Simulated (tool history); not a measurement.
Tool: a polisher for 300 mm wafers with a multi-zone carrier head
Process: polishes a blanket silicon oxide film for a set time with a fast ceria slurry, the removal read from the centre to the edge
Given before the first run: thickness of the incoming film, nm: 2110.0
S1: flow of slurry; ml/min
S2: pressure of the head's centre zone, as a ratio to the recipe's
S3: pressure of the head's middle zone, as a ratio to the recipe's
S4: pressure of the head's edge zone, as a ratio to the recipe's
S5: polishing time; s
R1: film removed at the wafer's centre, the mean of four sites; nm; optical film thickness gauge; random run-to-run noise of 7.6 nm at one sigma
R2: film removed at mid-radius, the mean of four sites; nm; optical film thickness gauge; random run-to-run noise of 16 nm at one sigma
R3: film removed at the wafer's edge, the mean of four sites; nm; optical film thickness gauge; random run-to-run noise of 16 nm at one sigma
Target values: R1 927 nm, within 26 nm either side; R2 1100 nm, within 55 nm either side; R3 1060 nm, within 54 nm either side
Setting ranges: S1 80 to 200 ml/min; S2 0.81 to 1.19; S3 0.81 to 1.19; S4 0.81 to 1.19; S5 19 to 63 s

run    day   S1    S2    S3    S4  S5      R1      R2      R3
  1      0  130     1     1     1  41  776.49  753.18  777.26
  2  0.038  130  1.03     1     1  41  792.93  753.85  790.72
  3  0.154  130  1.03     1  0.95  41  793.89  749.75  776.67
  4  0.321  130  1.08     1  0.95  41  816.09  751.62  741.73
  5  0.421  130  1.08     1  0.95  51  1025.3  950.74  930.11
  6  0.717  130  1.08  0.96  0.95  51  1029.2  900.37  931.55
  7  0.917  130  1.05  0.98  0.96  51  1013.3  929.18  955.92
  8  1.217  130  1.02     1  0.97  51  976.51  940.75  932.56
  9  1.496  130  0.99  1.01     1  52  987.43  959.45  948.46
 10  1.554   95  0.89   1.1  1.05  61    1001  1149.4  1124.8
 11  1.654   95  0.88   1.1  1.04  61  985.27  1137.7  1132.3
 12  1.792   95  0.88   1.1  1.03  61  981.57    1154  1128.2
 13  1.896   95  0.88   1.1  1.02  61  984.98  1137.4  1130.1

Which one of the following 4 next-run settings gets every result inside its allowed miss? There is exactly one.
  A    2  100   0.9  1.16  1.08  56   ?   ?   ?
  B    2  100  0.98  0.99  1.04  60   ?   ?   ?
  C    2   85  0.93  1.03  1.02  62   ?   ?   ?
  D    2   80  0.98  0.94  0.91  61   ?   ?   ?

move      R1      R2      R3
   A  931.63  1085.4  1075.9
   B  1060.9  1033.6  1133.6
   C  1018.5  1066.4  1135.9
   D  1026.3  970.24  1051.4
A: each result inside its tolerance
B: the biggest miss grows against the last run
C: the biggest miss grows against the last run
D: the biggest miss grows against the last run
Move A is the one to make.
